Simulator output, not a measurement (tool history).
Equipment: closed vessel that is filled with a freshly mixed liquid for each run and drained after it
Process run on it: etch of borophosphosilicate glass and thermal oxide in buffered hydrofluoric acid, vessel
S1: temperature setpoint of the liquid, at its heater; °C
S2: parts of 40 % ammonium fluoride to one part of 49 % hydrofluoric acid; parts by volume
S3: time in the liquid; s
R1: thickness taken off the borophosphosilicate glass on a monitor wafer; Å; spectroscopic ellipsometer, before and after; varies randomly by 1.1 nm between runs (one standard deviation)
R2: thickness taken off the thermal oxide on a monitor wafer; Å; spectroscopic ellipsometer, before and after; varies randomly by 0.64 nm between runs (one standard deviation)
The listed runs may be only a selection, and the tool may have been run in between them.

Run 1, day 0.000: S1 23.0 °C, S2 13.0 parts by volume, S3 60 s. Result: R1 1093.50 Å, R2 490.71 Å.
Run 2, day 0.342: S1 23.0 °C, S2 13.0 parts by volume, S3 40 s. Result: R1 723.65 Å, R2 330.78 Å.
Run 3, day 0.479: S1 23.0 °C, S2 16.0 parts by volume, S3 40 s. Result: R1 591.14 Å, R2 267.11 Å.
Run 4, day 0.783: S1 24.5 °C, S2 15.0 parts by volume, S3 40 s. Result: R1 683.01 Å, R2 313.68 Å.
Run 5, day 0.967: S1 26.5 °C, S2 15.0 parts by volume, S3 40 s. Result: R1 761.04 Å, R2 343.97 Å.
Run 6, day 1.329: S1 26.5 °C, S2 15.0 parts by volume, S3 50 s. Result: R1 954.03 Å, R2 441.55 Å.
Run 7, day 1.425: S1 27.0 °C, S2 14.5 parts by volume, S3 50 s. Result: R1 1008.20 Å, R2 458.89 Å.
Run 8, day 1.579: S1 27.0 °C, S2 14.5 parts by volume, S3 50 s. Result: R1 1003.50 Å, R2 461.53 Å.
Run 9, day 1.950: S1 27.5 °C, S2 14.0 parts by volume, S3 50 s. Result: R1 1084.90 Å, R2 493.66 Å.
Run 10, day 2.088: S1 28.0 °C, S2 13.5 parts by volume, S3 50 s. Result: R1 1140.90 Å, R2 521.18 Å.

Run 11 has not been measured yet. What should we expect?
Run 11, day 2.254: S1 28.5 °C, S2 13.0 parts by volume, S3 50 s. Result: R1 ?, R2 ?.

{"run 11": {"R1": 1222.2, "R2": 545.27}}
